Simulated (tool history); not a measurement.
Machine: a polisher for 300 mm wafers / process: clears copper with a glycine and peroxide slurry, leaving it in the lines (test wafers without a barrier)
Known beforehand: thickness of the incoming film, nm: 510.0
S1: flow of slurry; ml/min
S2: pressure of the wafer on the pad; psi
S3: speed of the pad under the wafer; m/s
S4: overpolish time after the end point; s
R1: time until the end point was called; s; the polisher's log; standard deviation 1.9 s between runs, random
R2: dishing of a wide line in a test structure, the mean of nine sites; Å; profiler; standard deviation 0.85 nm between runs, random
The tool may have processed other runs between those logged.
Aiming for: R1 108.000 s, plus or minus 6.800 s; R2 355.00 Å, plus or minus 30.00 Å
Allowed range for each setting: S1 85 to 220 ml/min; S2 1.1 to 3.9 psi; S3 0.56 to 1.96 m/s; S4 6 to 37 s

{"run": 1, "day": 0.0, "S1": 140, "S2": 2.5, "S3": 1.26, "S4": 19, "R1": 100.76, "R2": 557.29}
{"run": 2, "day": 0.338, "S1": 140, "S2": 2.5, "S3": 1.26, "S4": 17, "R1": 99.537, "R2": 497.62}
{"run": 3, "day": 0.596, "S1": 140, "S2": 2.5, "S3": 1.26, "S4": 16, "R1": 98.649, "R2": 461.78}
{"run": 4, "day": 0.925, "S1": 140, "S2": 2.2, "S3": 1.26, "S4": 16, "R1": 110.54, "R2": 449.73}
{"run": 5, "day": 1.208, "S1": 175, "S2": 2.2, "S3": 1.26, "S4": 16, "R1": 106.73, "R2": 454.28}
{"run": 6, "day": 1.55, "S1": 175, "S2": 2.2, "S3": 1.26, "S4": 15, "R1": 101.92, "R2": 432.51}
{"run": 7, "day": 1.854, "S1": 175, "S2": 2.2, "S3": 1.26, "S4": 14, "R1": 106.17, "R2": 421.74}
{"run": 8, "day": 2.125, "S1": 175, "S2": 2.2, "S3": 1.26, "S4": 13, "R1": 105.21, "R2": 390.06}

Exactly one of the 5 candidate moves below puts every result within its allowed miss. Which one?
{"run": "A", "day": 2.396, "S1": 220, "S2": 2.3, "S3": 1.18, "S4": 17, "R1": "?", "R2": "?"}
{"run": "B", "day": 2.396, "S1": 185, "S2": 1.8, "S3": 1.4, "S4": 18, "R1": "?", "R2": "?"}
{"run": "C", "day": 2.396, "S1": 180, "S2": 2.2, "S3": 1.34, "S4": 15, "R1": "?", "R2": "?"}
{"run": "D", "day": 2.396, "S1": 185, "S2": 2.2, "S3": 1.3, "S4": 17, "R1": "?", "R2": "?"}
{"run": "E", "day": 2.396, "S1": 180, "S2": 2.6, "S3": 0.94, "S4": 12, "R1": "?", "R2": "?"}

move=A R1=97.527 R2=483.59
move=B R1=109.140 R2=455.63
move=C R1=96.767 R2=440.36
move=D R1=98.000 R2=479.55
move=E R1=102.570 R2=356.58
A: misses by more than the last run did
B: misses by more than the last run did
C: misses by more than the last run did
D: misses by more than the last run did
E: each result inside its tolerance
So the answer is move E, the one that meets all the targets.

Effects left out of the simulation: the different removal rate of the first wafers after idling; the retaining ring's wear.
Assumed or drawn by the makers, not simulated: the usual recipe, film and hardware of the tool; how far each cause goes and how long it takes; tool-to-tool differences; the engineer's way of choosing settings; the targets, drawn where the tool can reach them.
